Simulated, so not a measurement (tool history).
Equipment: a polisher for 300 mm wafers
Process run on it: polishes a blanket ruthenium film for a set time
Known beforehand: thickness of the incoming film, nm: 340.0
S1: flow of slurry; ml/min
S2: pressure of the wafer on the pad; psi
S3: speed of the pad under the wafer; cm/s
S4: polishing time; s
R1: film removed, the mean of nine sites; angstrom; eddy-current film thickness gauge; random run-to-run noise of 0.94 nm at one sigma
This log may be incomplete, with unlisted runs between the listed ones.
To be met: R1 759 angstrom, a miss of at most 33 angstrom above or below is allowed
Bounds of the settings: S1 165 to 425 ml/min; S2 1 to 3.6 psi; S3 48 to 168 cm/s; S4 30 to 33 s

run,hour,S1,S2,S3,S4,R1
1,0,275,2.3,108,33,427.42
2,1.3,275,2.5,108,33,456.06
3,7.3,275,2.5,108,33,450.49
4,13.2,225,2.5,108,33,453.24
5,17.1,225,2.7,110,33,482.32
6,26.1,225,2.8,114,33,528.88
7,27.8,225,2.9,116,33,560.2
8,30.5,225,3,116,33,581.22
9,37.3,225,3.1,116,33,588.43

Which single option among these 4 for the next run brings every result within its allowed miss of target? Just one does.
A,44.1,240,3.4,122,33,?
B,44.1,240,3.3,152,33,?
C,44.1,235,3.4,134,33,?
D,44.1,215,3.3,122,33,?

move,R1
A,683.05
B,822.15
C,746.45
D,653.68
A: moves toward the targets from the last run without getting all of them in spec
B: pushes the last run's worst result past its target
C: every result lands within tolerance
D: moves toward the targets from the last run without getting all of them in spec
C is the move that brings every result within its allowed miss.
